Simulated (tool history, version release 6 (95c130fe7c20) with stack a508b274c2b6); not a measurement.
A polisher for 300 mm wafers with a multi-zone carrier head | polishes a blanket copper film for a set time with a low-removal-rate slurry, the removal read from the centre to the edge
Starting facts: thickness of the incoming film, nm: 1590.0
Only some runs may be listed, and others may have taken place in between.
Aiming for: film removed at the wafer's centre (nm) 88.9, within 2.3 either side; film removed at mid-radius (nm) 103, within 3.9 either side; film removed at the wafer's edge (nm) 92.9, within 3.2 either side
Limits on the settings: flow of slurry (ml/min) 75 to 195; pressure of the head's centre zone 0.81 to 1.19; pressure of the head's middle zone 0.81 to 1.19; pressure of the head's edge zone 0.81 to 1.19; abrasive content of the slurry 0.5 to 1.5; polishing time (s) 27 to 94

run	hour	flow of slurry (ml/min)	pressure of the head's centre zone	pressure of the head's middle zone	pressure of the head's edge zone	abrasive content of the slurry	polishing time (s)	film removed at the wafer's centre (nm)	film removed at mid-radius (nm)	film removed at the wafer's edge (nm)
1	0	125	1	1	1	1	60	120.65	122.92	119.6
2	1.5	120	0.99	1	0.98	0.95	60	116.91	118.65	117.42
3	10	120	0.99	1	0.98	1.1	60	120.4	123.82	122.73
4	16.9	120	0.99	1	0.98	0.95	60	117.25	120.88	118.84
5	18.9	120	0.99	0.95	0.98	0.95	60	118.11	116.66	119.13
6	25.8	120	0.98	0.97	0.97	0.9	59	113.03	112.98	114.4
7	30.5	120	0.97	0.99	0.96	0.85	59	111.73	114.82	114.09
8	35.4	120	0.96	1.01	0.95	0.8	58	107.79	113.79	110.54

Exactly one of the 5 candidate moves below puts every result within its allowed miss. Which one?
A	40.3	90	0.99	0.95	1	0.75	56	?	?	?
B	40.3	110	1.01	0.91	0.97	0.55	80	?	?	?
C	40.3	130	0.93	0.89	0.96	0.65	73	?	?	?
D	40.3	80	0.85	1.06	0.89	0.65	60	?	?	?
E	40.3	120	0.93	1.1	0.95	0.75	50	?	?	?

move	film removed at the wafer's centre (nm)	film removed at mid-radius (nm)	film removed at the wafer's edge (nm)
A	98.613	97.645	102.98
B	139.58	130.85	139.97
C	128.13	124.53	134.07
D	90.274	109.24	101.13
E	89.185	103.65	93.074
A: an improvement on the last run, though not all results are within tolerance
B: moves away from the targets compared with the last run
C: moves away from the targets compared with the last run
D: puts the biggest miss on target and leaves a different result outside tolerance
E: every result lands within tolerance
Answer: E

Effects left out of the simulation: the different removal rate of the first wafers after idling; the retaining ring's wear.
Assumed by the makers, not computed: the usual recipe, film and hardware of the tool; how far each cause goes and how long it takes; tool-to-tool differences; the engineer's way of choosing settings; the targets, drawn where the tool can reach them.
